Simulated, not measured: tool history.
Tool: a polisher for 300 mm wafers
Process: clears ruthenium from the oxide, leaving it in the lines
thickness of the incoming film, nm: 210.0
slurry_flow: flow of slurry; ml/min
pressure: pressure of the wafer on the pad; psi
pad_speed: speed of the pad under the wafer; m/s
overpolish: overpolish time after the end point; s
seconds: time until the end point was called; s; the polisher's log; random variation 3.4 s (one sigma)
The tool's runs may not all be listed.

run,hour,slurry_flow,pressure,pad_speed,overpolish,seconds
1,0.0,260,2.3,1.26,14,117.13
2,7.6,215,2.3,1.26,14,117.46
3,13.0,190,2.3,1.26,14,122.92
4,20.1,190,2.3,1.26,14,124.54
5,26.2,190,2.1,1.24,14,138.97
6,32.6,190,2.1,1.24,14,135.50
7,35.1,190,2.0,1.24,14,147.00
8,43.4,190,1.9,1.24,14,148.66
9,50.7,190,1.8,1.24,14,156.19
10,55.2,190,1.7,1.24,14,166.91

The next listed run, before its measurement:
11,63.6,190,1.6,1.24,14,?

Run 11 gave seconds 176.58 s.
